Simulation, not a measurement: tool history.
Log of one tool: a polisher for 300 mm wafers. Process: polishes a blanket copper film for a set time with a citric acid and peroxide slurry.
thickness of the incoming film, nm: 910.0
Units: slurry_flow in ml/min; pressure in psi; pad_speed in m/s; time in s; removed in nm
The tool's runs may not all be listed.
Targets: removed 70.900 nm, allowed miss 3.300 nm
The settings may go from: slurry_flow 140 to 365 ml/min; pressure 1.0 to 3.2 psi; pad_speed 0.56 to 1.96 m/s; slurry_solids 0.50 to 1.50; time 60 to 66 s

run  hour  slurry_flow  pressure  pad_speed  slurry_solids  time  removed
  1   0.0          235       2.1       1.26           1.00    66  107.690
  2   7.0          235       2.6       1.26           1.00    66  133.250
  3  14.5          235       2.9       1.26           1.00    66  148.180
  4  17.8          235       2.4       1.22           1.00    66  121.790
  5  26.0          235       2.4       1.22           0.85    66  116.540
  6  28.1          265       2.4       1.22           0.85    66  120.500
  7  31.2          255       2.0       1.20           0.85    66   95.686
  8  34.8          255       1.8       1.20           0.85    66   89.658
  9  39.2          255       1.6       1.20           0.85    66   78.041

4 next moves are on the table. One of them brings every result within its allowed miss. Which?
  A  43.6          230       1.4       1.44           0.85    66        ?
  B  43.6          270       1.5       1.28           0.80    66        ?
  C  43.6          270       1.8       1.42           0.75    61        ?
  D  43.6          245       1.7       1.08           0.85    61        ?

move  removed
   A   77.563
   B   75.548
   C   88.613
   D   70.017
A: nearer than the last run, and not there yet
B: nearer than the last run, and not there yet
C: further off than the last run
D: meets every target
Answer: D
